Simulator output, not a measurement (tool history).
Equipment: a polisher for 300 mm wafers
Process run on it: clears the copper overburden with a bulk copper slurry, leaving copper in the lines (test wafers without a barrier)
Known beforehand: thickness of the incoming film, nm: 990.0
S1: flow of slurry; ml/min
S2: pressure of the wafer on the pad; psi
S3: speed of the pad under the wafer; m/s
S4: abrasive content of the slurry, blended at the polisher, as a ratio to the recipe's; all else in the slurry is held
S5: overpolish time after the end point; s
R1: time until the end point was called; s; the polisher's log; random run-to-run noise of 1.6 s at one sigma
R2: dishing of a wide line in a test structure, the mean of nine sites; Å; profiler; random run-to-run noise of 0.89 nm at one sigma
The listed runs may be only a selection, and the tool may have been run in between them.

{"run": 1, "hour": 0.0, "S1": 315, "S2": 1.9, "S3": 1.34, "S4": 1, "S5": 24, "R1": 91.701, "R2": 860.7}
{"run": 2, "hour": 4.3, "S1": 315, "S2": 1.7, "S3": 1.32, "S4": 1, "S5": 27, "R1": 103.03, "R2": 858.27}
{"run": 3, "hour": 12.9, "S1": 315, "S2": 1.7, "S3": 1.32, "S4": 1, "S5": 22, "R1": 106.9, "R2": 786.94}
{"run": 4, "hour": 13.8, "S1": 315, "S2": 1.7, "S3": 1.32, "S4": 1.2, "S5": 22, "R1": 100.55, "R2": 812.49}
{"run": 5, "hour": 15.4, "S1": 315, "S2": 1.7, "S3": 1.32, "S4": 1.35, "S5": 22, "R1": 93.923, "R2": 793.64}
{"run": 6, "hour": 24.3, "S1": 315, "S2": 1.7, "S3": 1.32, "S4": 1.2, "S5": 22, "R1": 98.936, "R2": 805.64}
{"run": 7, "hour": 30.3, "S1": 315, "S2": 1.6, "S3": 1.3, "S4": 1.2, "S5": 25, "R1": 109.32, "R2": 816.62}
{"run": 8, "hour": 39.0, "S1": 315, "S2": 1.6, "S3": 1.3, "S4": 1.2, "S5": 25, "R1": 107.1, "R2": 812.19}

Expected results for the next run?
{"run": 9, "hour": 42.0, "S1": 315, "S2": 1.5, "S3": 1.3, "S4": 1.2, "S5": 27, "R1": "?", "R2": "?"}

R1: 111.21 s
R2: 825.06 Å

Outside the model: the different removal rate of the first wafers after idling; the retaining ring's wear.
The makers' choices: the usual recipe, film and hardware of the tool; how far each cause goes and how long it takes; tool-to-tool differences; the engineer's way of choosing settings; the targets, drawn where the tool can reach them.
